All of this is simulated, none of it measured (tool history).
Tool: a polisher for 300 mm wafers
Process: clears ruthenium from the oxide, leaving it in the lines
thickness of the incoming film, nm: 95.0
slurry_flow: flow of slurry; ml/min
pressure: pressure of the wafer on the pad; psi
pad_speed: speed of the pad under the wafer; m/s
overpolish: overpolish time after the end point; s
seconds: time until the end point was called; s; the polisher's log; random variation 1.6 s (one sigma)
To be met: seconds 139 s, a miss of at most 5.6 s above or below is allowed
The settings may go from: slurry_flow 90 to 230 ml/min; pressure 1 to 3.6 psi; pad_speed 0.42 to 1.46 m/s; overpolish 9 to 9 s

run 1 hour=0 | slurry_flow=150 pressure=2.3 pad_speed=0.94 overpolish=9 | seconds=78.577
run 2 hour=5.9 | slurry_flow=150 pressure=2 pad_speed=0.94 overpolish=9 | seconds=93.228
run 3 hour=13.9 | slurry_flow=150 pressure=1.8 pad_speed=0.94 overpolish=9 | seconds=102.53
run 4 hour=22.2 | slurry_flow=150 pressure=2.2 pad_speed=0.94 overpolish=9 | seconds=81.274
run 5 hour=30.1 | slurry_flow=150 pressure=2.4 pad_speed=0.94 overpolish=9 | seconds=75.197
run 6 hour=31.8 | slurry_flow=150 pressure=2.4 pad_speed=0.94 overpolish=9 | seconds=75.337
run 7 hour=37.3 | slurry_flow=150 pressure=2.1 pad_speed=0.94 overpolish=9 | seconds=85.809
run 8 hour=42.2 | slurry_flow=140 pressure=1.5 pad_speed=0.92 overpolish=9 | seconds=124.03
run 9 hour=48.3 | slurry_flow=135 pressure=1.5 pad_speed=0.92 overpolish=9 | seconds=123.7
run 10 hour=48.8 | slurry_flow=135 pressure=1.4 pad_speed=0.92 overpolish=9 | seconds=133.37

Exercise: of the 4 proposed moves below, exactly one satisfies all targets within the stated allowed misses. Which move is it?
run A hour=49.3 | slurry_flow=125 pressure=1.5 pad_speed=0.9 overpolish=9 | seconds=?
run B hour=49.3 | slurry_flow=110 pressure=1.6 pad_speed=0.88 overpolish=9 | seconds=?
run C hour=49.3 | slurry_flow=135 pressure=1.5 pad_speed=0.92 overpolish=9 | seconds=?
run D hour=49.3 | slurry_flow=105 pressure=1.6 pad_speed=0.82 overpolish=9 | seconds=?

move=A seconds=131.65
move=B seconds=130.25
move=C seconds=126.84
move=D seconds=141.08
A: misses by more than the last run did
B: misses by more than the last run did
C: misses by more than the last run did
D: each result inside its tolerance
Correct choice: D, which meets every target
